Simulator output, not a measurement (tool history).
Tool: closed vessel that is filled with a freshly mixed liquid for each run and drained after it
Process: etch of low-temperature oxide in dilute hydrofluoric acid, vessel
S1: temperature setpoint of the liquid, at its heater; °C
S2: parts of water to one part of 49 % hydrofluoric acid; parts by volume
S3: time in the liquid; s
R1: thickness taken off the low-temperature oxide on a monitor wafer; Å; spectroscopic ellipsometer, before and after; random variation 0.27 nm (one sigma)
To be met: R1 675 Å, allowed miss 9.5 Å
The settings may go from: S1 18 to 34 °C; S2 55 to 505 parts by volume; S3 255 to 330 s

run 1 day=0 | S1=26 S2=280 S3=330 | R1=201.86
run 2 day=0.312 | S1=26 S2=280 S3=255 | R1=156.18
run 3 day=0.421 | S1=28 S2=225 S3=270 | R1=232.41
run 4 day=0.621 | S1=29.5 S2=185 S3=280 | R1=320.94
run 5 day=0.904 | S1=29.5 S2=185 S3=255 | R1=295.93
run 6 day=1.296 | S1=29.5 S2=185 S3=255 | R1=294.99
run 7 day=1.612 | S1=33.5 S2=75 S3=310 | R1=1178.2
run 8 day=1.738 | S1=32 S2=75 S3=310 | R1=1129.5
run 9 day=1.862 | S1=29 S2=75 S3=310 | R1=994.54
run 10 day=2.092 | S1=26.5 S2=80 S3=310 | R1=841.05
run 11 day=2.225 | S1=22.5 S2=80 S3=310 | R1=718.3
run 12 day=2.367 | S1=22 S2=80 S3=310 | R1=703.27
run 13 day=2.629 | S1=20.5 S2=80 S3=310 | R1=659.93
-- day=2.771 hydrofluoric acid flow meter replaced
run 14 day=2.771 | S1=21 S2=80 S3=310 | R1=629.73

Which of these 4 next moves meets every target?
run A day=2.912 | S1=20.5 S2=80 S3=330 | R1=?
run B day=2.912 | S1=23.5 S2=90 S3=330 | R1=?
run C day=2.912 | S1=21 S2=80 S3=305 | R1=?
run D day=2.912 | S1=22 S2=65 S3=255 | R1=?

move=A R1=654.32
move=B R1=649.44
move=C R1=617.38
move=D R1=674.18
A: nearer than the last run, and not there yet
B: nearer than the last run, and not there yet
C: further off than the last run
D: meets every target
Answer: D
